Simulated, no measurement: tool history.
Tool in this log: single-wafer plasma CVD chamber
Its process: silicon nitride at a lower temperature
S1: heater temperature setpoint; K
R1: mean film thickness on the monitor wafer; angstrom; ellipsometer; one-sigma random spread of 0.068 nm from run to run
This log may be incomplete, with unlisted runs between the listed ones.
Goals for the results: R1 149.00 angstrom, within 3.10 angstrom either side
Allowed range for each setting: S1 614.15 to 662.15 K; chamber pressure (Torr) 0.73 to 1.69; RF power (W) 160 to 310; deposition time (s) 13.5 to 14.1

{"run": 1, "day": 0.0, "S1": 638.15, "chamber pressure (Torr)": 1.21, "RF power (W)": 235, "deposition time (s)": 14.1, "R1": 132.56}
{"run": 2, "day": 0.167, "S1": 638.15, "chamber pressure (Torr)": 1.27, "RF power (W)": 235, "deposition time (s)": 14.1, "R1": 134.16}
{"run": 3, "day": 0.242, "S1": 643.15, "chamber pressure (Torr)": 1.27, "RF power (W)": 235, "deposition time (s)": 14.1, "R1": 133.6}
{"run": 4, "day": 0.567, "S1": 643.15, "chamber pressure (Torr)": 1.27, "RF power (W)": 235, "deposition time (s)": 13.5, "R1": 128.25}
{"run": 5, "day": 0.925, "S1": 638.15, "chamber pressure (Torr)": 1.27, "RF power (W)": 235, "deposition time (s)": 13.5, "R1": 129.08}
{"run": 6, "day": 1.017, "S1": 638.15, "chamber pressure (Torr)": 1.48, "RF power (W)": 235, "deposition time (s)": 13.5, "R1": 132.61}
{"run": 7, "day": 1.267, "S1": 638.15, "chamber pressure (Torr)": 1.49, "RF power (W)": 240, "deposition time (s)": 13.5, "R1": 136.01}
{"run": 8, "day": 1.496, "S1": 638.15, "chamber pressure (Torr)": 1.51, "RF power (W)": 245, "deposition time (s)": 13.5, "R1": 137.69}
{"run": 9, "day": 1.654, "S1": 638.15, "chamber pressure (Torr)": 1.53, "RF power (W)": 250, "deposition time (s)": 13.5, "R1": 140.43}

Which single option among these 4 for the next run brings every result within its allowed miss of target? Just one does.
{"run": "A", "day": 1.812, "S1": 642.15, "chamber pressure (Torr)": 1.54, "RF power (W)": 285, "deposition time (s)": 13.7, "R1": "?"}
{"run": "B", "day": 1.812, "S1": 637.15, "chamber pressure (Torr)": 1.46, "RF power (W)": 255, "deposition time (s)": 13.6, "R1": "?"}
{"run": "C", "day": 1.812, "S1": 635.15, "chamber pressure (Torr)": 1.55, "RF power (W)": 275, "deposition time (s)": 14.0, "R1": "?"}
{"run": "D", "day": 1.812, "S1": 635.15, "chamber pressure (Torr)": 1.57, "RF power (W)": 265, "deposition time (s)": 13.6, "R1": "?"}

move=A R1=157.52
move=B R1=142.82
move=C R1=157.65
move=D R1=149.50
A: takes the biggest miss from the last run beyond its target
B: closer than the last run, but not yet in spec
C: takes the biggest miss from the last run beyond its target
D: meets every target
Move D is the one to make.

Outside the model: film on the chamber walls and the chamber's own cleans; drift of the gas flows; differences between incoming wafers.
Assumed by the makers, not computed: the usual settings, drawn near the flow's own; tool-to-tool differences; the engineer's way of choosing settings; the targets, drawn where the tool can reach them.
